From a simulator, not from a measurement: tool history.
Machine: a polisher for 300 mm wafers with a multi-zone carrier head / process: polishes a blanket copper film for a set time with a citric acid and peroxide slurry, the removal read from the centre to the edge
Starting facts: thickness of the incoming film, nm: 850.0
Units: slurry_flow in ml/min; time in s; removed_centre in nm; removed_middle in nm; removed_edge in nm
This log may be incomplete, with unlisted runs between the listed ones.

run  hour  slurry_flow  centre_zone  middle_zone  edge_zone  slurry_solids  time  removed_centre  removed_middle  removed_edge
  1     0          165            1            1          1              1    82          173.22          173.29        175.44
  2   6.9          165            1         1.06          1              1    82          173.12          183.47        172.65
  3   9.3          165            1         1.01          1              1    82          172.47          175.15        174.15
  4  18.1          165            1         1.01          1           0.85    82          167.96           171.6         169.9
  5  27.1          165            1         1.01       0.94           0.85    82          165.13          169.94         163.2
  6  27.7          165            1         1.01       0.94           0.75    82          160.44          168.43        158.42
  7  34.3          165            1         1.02       0.93           0.75    82          163.32          168.34        158.47
  8  37.9          160         0.99         1.03       0.92           0.75    82          164.53          168.95        157.59
  9  44.5          165         0.98         1.04       0.91            0.7    82          158.24          169.27        155.79
 10  46.2          165         0.98         1.05        0.9            0.7    82          155.28          172.38        157.68
 11  50.5          160         0.98         1.05       0.89            0.7    82          160.74           169.5        153.55

Forecast run 12:
 12  54.5          155         0.92         1.08       0.85            0.6    81               ?               ?             ?

{"run 12": {"removed_centre": 140.43, "removed_middle": 166.22, "removed_edge": 147.97}}

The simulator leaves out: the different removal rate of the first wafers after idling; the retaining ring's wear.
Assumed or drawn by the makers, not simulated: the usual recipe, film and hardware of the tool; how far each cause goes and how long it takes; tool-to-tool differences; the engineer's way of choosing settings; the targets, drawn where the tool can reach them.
